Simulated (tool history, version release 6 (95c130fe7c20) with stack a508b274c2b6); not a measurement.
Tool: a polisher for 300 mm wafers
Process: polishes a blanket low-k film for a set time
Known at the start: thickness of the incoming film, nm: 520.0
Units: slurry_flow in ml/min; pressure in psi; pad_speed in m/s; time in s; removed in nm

run,hour,slurry_flow,pressure,pad_speed,slurry_solids,time,removed
1,0,230,2,0.94,1,92,33.117
2,1.2,265,2,0.94,1,92,33.188
3,2.7,265,2,0.94,1,97,34.874
4,5.4,265,2,0.94,1,92,33.468
5,9.8,265,2.1,0.94,1,92,35.207
6,18,265,2.1,1.02,1,92,36.395
7,20.5,270,2.7,1.06,1,92,47.613

The next listed run, before its measurement:
8,25.2,270,2.9,1.06,1,92,?

{"run 8": {"removed": 50.449}}
